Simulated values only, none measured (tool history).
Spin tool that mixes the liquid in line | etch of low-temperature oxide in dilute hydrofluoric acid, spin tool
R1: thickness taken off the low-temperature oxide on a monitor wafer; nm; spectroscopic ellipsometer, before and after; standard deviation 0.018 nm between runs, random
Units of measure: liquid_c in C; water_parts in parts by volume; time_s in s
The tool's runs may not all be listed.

Run 1, hour 0.0: liquid_c 24.0 C, water_parts 205 parts by volume, time_s 40 s. Result: R1 3.9582 nm.
Run 2, hour 3.3: liquid_c 24.0 C, water_parts 235 parts by volume, time_s 40 s. Result: R1 3.3759 nm.
Run 3, hour 4.9: liquid_c 22.0 C, water_parts 235 parts by volume, time_s 40 s. Result: R1 3.1095 nm.
Run 4, hour 6.4: liquid_c 24.5 C, water_parts 225 parts by volume, time_s 40 s. Result: R1 3.6077 nm.
Run 5, hour 13.8: liquid_c 26.5 C, water_parts 215 parts by volume, time_s 40 s. Result: R1 4.1173 nm.
Run 6, hour 16.3: liquid_c 24.0 C, water_parts 215 parts by volume, time_s 40 s. Result: R1 3.7480 nm.

Run 7 has not been measured yet. What should we expect?
Run 7, hour 25.2: liquid_c 26.0 C, water_parts 210 parts by volume, time_s 40 s. Result: R1 ?.

{"run 7": {"R1": 4.1468}}

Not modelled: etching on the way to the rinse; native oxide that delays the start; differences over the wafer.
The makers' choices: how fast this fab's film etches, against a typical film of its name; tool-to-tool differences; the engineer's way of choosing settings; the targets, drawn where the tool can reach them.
